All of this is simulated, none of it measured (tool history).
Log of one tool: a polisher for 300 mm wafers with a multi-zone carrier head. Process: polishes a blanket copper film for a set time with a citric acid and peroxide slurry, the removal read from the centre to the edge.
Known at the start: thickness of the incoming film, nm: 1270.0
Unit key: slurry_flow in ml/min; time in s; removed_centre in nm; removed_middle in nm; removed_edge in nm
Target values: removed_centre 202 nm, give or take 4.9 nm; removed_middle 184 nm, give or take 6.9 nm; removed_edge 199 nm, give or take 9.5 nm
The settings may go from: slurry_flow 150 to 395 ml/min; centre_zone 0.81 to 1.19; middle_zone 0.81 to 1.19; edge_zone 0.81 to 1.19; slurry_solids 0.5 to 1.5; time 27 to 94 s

run	hour	slurry_flow	centre_zone	middle_zone	edge_zone	slurry_solids	time	removed_centre	removed_middle	removed_edge
1	0	250	1	1	1	1	60	150.36	148.74	150.17
2	0.7	255	1.03	1.01	1.05	1.15	61	163.14	157.86	163.14
3	8.2	255	0.98	1.01	1.05	1.15	61	155.42	159.33	162.38
4	15.1	255	0.98	1.01	1.05	1	61	152.14	155.62	158.57
5	19.1	255	0.98	1.01	1.13	1	61	150.94	153.43	157.76
6	26.1	265	1.01	1.01	1.14	1.15	63	164.59	166.9	170.52
7	28	270	1.04	0.99	1.15	1.25	64	177.54	170.3	181.16
8	32.5	285	1.06	0.99	1.16	1.3	64	184.5	170.33	189.21
9	34.3	300	1.08	1.01	1.16	1.3	64	190.19	175	186.97
10	37.2	310	1.08	1.01	1.17	1.35	64	188.74	176.5	191.79
11	45	310	1.09	1.02	1.17	1.4	64	192.32	177.13	194.3
12	48	315	1.1	1.03	1.17	1.4	64	197.88	182.6	188.41

Of the 4 settings listed for the next run, only one would bring every result within its allowed miss of target. Which one?
A	51	315	0.94	0.81	1.19	1.5	71	?	?	?
B	51	320	1.1	1.01	1.19	1.3	67	?	?	?
C	51	335	1.08	0.81	1.19	1.5	71	?	?	?
D	51	370	0.91	0.81	1.18	1.5	72	?	?	?

move	removed_centre	removed_middle	removed_edge
A	190.37	167.83	218.67
B	203.99	183.93	199.1
C	220.08	168.49	219.45
D	189.29	172.25	222.78
A: carries the result that was furthest off beyond its target, to the other side
B: all results land within tolerance of their targets
C: carries the result that was furthest off beyond its target, to the other side
D: carries the result that was furthest off beyond its target, to the other side
B meets every target.
